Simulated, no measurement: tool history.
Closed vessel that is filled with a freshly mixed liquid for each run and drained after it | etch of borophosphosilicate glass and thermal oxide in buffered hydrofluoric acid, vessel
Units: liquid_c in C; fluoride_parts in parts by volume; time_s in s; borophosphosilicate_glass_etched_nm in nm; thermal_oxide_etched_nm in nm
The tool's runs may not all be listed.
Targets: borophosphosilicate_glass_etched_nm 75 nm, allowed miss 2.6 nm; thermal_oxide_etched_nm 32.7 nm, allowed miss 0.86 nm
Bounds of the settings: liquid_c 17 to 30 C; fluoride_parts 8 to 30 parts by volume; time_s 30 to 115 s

run  hour  liquid_c  fluoride_parts  time_s  borophosphosilicate_glass_etched_nm  thermal_oxide_etched_nm
  1     0        22            22.5      60                               63.192                   27.604
  2   4.9      22.5            22.5      60                               63.261                    28.32
  3   9.9        21            22.5      60                                58.99                   26.216
  4  18.2      21.5            22.5      60                               61.433                   26.911
  5  25.6        22            22.5      60                                63.84                   27.597
  6  27.8        22            22.5      80                               85.059                    36.62
  7  36.4        21            22.5      80                               79.324                    34.53
  8  38.7      20.5            22.5      80                               78.807                   33.747

Which of these 4 next moves meets every target?
  A    41      20.5            23.5      75                                    ?                        ?
  B    41        20              27      90                                    ?                        ?
  C    41        30              15      30                                    ?                        ?
  D    41      22.5            22.5      65                                    ?                        ?

move  borophosphosilicate_glass_etched_nm  thermal_oxide_etched_nm
   A                               69.803                   30.989
   B                               73.987                   32.849
   C                               69.121                   30.792
   D                               69.612                   30.936
A: takes the result that was furthest off past its target
B: meets every target
C: takes the result that was furthest off past its target
D: takes the result that was furthest off past its target
Answer: B

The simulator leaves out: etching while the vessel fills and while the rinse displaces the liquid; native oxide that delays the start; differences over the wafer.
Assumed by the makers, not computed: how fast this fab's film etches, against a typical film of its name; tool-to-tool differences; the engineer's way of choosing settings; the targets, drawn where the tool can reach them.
